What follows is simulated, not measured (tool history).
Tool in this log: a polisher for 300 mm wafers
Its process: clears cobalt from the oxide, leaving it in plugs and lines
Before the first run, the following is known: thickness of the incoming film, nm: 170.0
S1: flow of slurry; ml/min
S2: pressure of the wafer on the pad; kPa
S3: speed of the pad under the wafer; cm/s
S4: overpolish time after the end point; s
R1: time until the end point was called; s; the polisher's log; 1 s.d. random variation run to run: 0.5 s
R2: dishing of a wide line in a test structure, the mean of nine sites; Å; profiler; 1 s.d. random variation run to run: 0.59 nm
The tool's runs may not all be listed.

| run | hour | S1 | S2 | S3 | S4 | R1 | R2 |
|---|---|---|---|---|---|---|---|
| 1 | 0 | 180 | 11 | 98 | 21 | 39.572 | 411.25 |
| 2 | 2 | 225 | 11 | 98 | 21 | 39.049 | 410.75 |
| 3 | 7.2 | 225 | 12.4 | 98 | 21 | 35.555 | 435.88 |
| 4 | 11.1 | 225 | 12.4 | 98 | 26 | 35.622 | 476.66 |
| 5 | 19 | 225 | 12.4 | 98 | 30 | 34.89 | 479.17 |
| 6 | 26.2 | 225 | 12.4 | 98 | 25 | 34.799 | 455.55 |

Predict the results of run 7:
| 7 | 27.9 | 225 | 11.7 | 98 | 19 | ? | ? |

{"run 7": {"R1": 37.633, "R2": 421.17}}
